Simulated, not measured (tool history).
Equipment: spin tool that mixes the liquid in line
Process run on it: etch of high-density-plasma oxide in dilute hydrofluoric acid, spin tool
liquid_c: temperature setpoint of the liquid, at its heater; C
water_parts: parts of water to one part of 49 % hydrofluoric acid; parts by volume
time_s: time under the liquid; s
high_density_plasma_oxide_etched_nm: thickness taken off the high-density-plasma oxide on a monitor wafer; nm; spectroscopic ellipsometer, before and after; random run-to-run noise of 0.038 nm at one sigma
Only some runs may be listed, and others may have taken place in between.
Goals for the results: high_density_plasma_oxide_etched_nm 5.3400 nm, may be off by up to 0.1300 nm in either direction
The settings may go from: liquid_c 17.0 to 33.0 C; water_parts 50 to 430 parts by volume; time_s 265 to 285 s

| run | day | liquid_c | water_parts | time_s | high_density_plasma_oxide_etched_nm |
|---|---|---|---|---|---|
| 1 | 0.000 | 25.0 | 240 | 265 | 7.9984 |
| 2 | 0.229 | 24.0 | 245 | 265 | 7.3807 |
| 3 | 0.412 | 24.0 | 245 | 265 | 7.5327 |
| 4 | 0.617 | 26.0 | 245 | 265 | 8.0306 |
| 5 | 0.671 | 29.5 | 245 | 265 | 9.0501 |
| 6 | 0.704 | 29.5 | 245 | 265 | 9.0557 |
|  | 0.908 | thermometer replaced |
| 7 | 0.908 | 28.0 | 250 | 265 | 8.8737 |
| 8 | 1.254 | 28.0 | 250 | 265 | 8.8483 |
| 9 | 1.567 | 26.5 | 250 | 265 | 8.3834 |
| 10 | 1.900 | 25.0 | 255 | 265 | 7.8878 |
| 11 | 2.262 | 24.0 | 265 | 265 | 7.1366 |
| 12 | 2.421 | 20.0 | 270 | 265 | 6.0037 |

Of the 4 settings listed for the next run, only one would bring every result within its allowed miss of target. Which one?
| A | 2.579 | 18.5 | 305 | 285 | ? |
| B | 2.579 | 22.0 | 295 | 265 | ? |
| C | 2.579 | 23.0 | 320 | 275 | ? |
| D | 2.579 | 20.5 | 285 | 265 | ? |

| move | high_density_plasma_oxide_etched_nm |
|---|---|
| A | 5.3474 |
| B | 5.8918 |
| C | 5.7036 |
| D | 5.8304 |
A: every result within its allowed miss
B: moves toward the targets from the last run without getting all of them in spec
C: moves toward the targets from the last run without getting all of them in spec
D: moves toward the targets from the last run without getting all of them in spec
So the answer is move A, the one that meets all the targets.
